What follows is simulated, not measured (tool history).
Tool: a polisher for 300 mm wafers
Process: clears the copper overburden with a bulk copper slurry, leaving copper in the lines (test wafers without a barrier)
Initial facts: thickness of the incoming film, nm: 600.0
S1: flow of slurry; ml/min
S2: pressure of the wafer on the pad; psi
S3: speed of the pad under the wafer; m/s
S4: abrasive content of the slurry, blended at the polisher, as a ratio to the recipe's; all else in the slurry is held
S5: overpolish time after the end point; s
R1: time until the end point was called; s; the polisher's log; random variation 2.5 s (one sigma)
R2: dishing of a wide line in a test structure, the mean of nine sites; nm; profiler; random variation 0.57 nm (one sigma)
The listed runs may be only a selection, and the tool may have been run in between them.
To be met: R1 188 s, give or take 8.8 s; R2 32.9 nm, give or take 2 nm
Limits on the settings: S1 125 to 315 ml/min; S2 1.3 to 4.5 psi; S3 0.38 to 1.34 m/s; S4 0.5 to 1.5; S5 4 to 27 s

run,hour,S1,S2,S3,S4,S5,R1,R2
1,0,205,2.9,0.86,1,14,80.711,57.371
2,8.4,185,2.9,0.86,1,14,80.046,59.35
3,12.9,185,2.3,0.86,1,14,100.64,49.537
4,15.5,185,2,0.8,1,14,120.88,45.185
5,20.9,185,2,0.8,1.1,14,118.76,44.298
6,30,185,1.8,0.74,1.1,14,140.81,38.636
7,36.8,185,1.6,0.72,1.1,14,155.31,35.574
8,45,185,1.5,0.7,1.1,14,167.3,33.973
9,49.3,185,1.4,0.7,1.1,14,177.03,33.53
10,51.2,185,1.3,0.68,1.1,14,192.17,29.71

Which one of the following 4 next-run settings gets every result inside its allowed miss? There is exactly one.
A,53.1,145,1.7,0.6,1,13,?,?
B,53.1,130,2.3,0.52,1.1,13,?,?
C,53.1,200,1.8,0.62,0.95,15,?,?
D,53.1,260,2,0.54,0.75,15,?,?

move,R1,R2
A,186.97,29.754
B,163.8,33.631
C,170.03,35.86
D,186.59,33.669
A: about as far from the targets as the last run
B: meets the target for the result that was furthest off, but another lies outside its allowed miss
C: the result that was furthest off in the last run now lies on the other side of its target
D: every result within its allowed miss
The move that meets every target is D.
